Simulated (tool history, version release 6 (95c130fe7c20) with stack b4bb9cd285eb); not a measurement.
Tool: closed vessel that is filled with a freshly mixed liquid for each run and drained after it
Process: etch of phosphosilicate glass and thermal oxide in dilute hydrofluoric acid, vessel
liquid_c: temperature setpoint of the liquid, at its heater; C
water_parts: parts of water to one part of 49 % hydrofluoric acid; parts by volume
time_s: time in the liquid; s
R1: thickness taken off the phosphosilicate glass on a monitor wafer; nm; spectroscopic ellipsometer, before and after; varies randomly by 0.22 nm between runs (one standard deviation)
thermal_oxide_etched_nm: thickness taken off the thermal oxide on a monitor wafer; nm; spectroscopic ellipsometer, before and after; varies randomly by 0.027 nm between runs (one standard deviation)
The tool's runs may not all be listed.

run 1 day=0.000 | liquid_c=25.0 water_parts=65 time_s=60 | R1=55.034 thermal_oxide_etched_nm=4.7836
run 2 day=0.250 | liquid_c=24.0 water_parts=65 time_s=60 | R1=52.980 thermal_oxide_etched_nm=4.5901
run 3 day=0.288 | liquid_c=26.5 water_parts=65 time_s=60 | R1=58.623 thermal_oxide_etched_nm=5.0784
run 4 day=0.488 | liquid_c=26.5 water_parts=65 time_s=75 | R1=73.657 thermal_oxide_etched_nm=6.4294
run 5 day=0.788 | liquid_c=26.5 water_parts=65 time_s=50 | R1=48.877 thermal_oxide_etched_nm=4.1910
run 6 day=0.962 | liquid_c=26.5 water_parts=50 time_s=50 | R1=65.105 thermal_oxide_etched_nm=5.5333

What does the tool deliver on the next run?
run 7 day=1.092 | liquid_c=24.0 water_parts=50 time_s=50 | R1=? thermal_oxide_etched_nm=?

{"run 7": {"R1": 58.405, "thermal_oxide_etched_nm": 5.1471}}

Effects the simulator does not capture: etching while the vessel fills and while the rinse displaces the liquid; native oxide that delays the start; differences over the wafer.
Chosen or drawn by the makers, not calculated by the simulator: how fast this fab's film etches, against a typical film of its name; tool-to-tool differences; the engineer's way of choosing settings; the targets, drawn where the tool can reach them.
